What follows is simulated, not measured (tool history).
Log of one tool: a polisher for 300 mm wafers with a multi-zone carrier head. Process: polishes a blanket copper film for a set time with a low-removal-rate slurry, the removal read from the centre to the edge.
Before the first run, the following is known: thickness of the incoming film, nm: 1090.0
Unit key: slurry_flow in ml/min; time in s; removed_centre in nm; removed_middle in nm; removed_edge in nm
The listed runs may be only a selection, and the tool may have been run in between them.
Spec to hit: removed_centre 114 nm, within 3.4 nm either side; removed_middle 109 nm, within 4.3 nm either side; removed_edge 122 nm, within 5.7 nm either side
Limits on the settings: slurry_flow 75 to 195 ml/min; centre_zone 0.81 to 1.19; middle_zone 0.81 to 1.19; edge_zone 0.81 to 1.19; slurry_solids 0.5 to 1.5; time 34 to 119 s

run	day	slurry_flow	centre_zone	middle_zone	edge_zone	slurry_solids	time	removed_centre	removed_middle	removed_edge
1	0	125	1	1	1	1	76	176.67	176.04	181.14
2	0.058	125	1	0.95	1	1	76	179.58	171.66	178.49
3	0.362	115	0.98	0.92	1	0.9	73	161.94	153.94	168.82
4	0.496	110	0.97	0.91	0.97	0.8	70	149.31	140.69	158.6
5	0.692	110	0.97	0.92	0.95	0.75	67	139.96	134.17	146.39
6	0.846	105	0.96	0.91	0.93	0.7	66	132.59	124.61	140.99
7	0.996	105	0.95	0.91	0.91	0.65	65	129.25	123.06	134.41
8	1.279	100	0.94	0.9	0.9	0.65	65	126.6	120.37	131.55
9	1.65	95	0.93	0.89	0.89	0.65	65	122.19	117.28	127.84
10	1.683	90	0.93	0.88	0.89	0.65	65	120.88	115.24	124.61
11	1.829	85	0.93	0.87	0.9	0.65	65	117.98	112.33	127.02

5 next moves are on the table. One of them brings every result within its allowed miss. Which?
A	1.975	75	0.88	0.83	1.04	0.65	68	?	?	?
B	1.975	120	0.97	0.94	0.81	0.65	54	?	?	?
C	1.975	100	0.84	0.96	0.83	0.8	61	?	?	?
D	1.975	120	0.94	0.81	0.93	0.55	63	?	?	?
E	1.975	80	0.95	0.89	0.89	0.5	66	?	?	?

move	removed_centre	removed_middle	removed_edge
A	112.93	108.75	137.72
B	113.82	107.93	107.46
C	110.31	123.93	123.79
D	124.62	107.97	128.24
E	115.43	108.56	121.12
A: brings the result that was furthest off to its target, and leaves another outside
B: brings the result that was furthest off to its target, and leaves another outside
C: takes the result that was furthest off past its target
D: lands further from the targets than the last run did
E: all results land within tolerance of their targets
The move that meets every target is E.
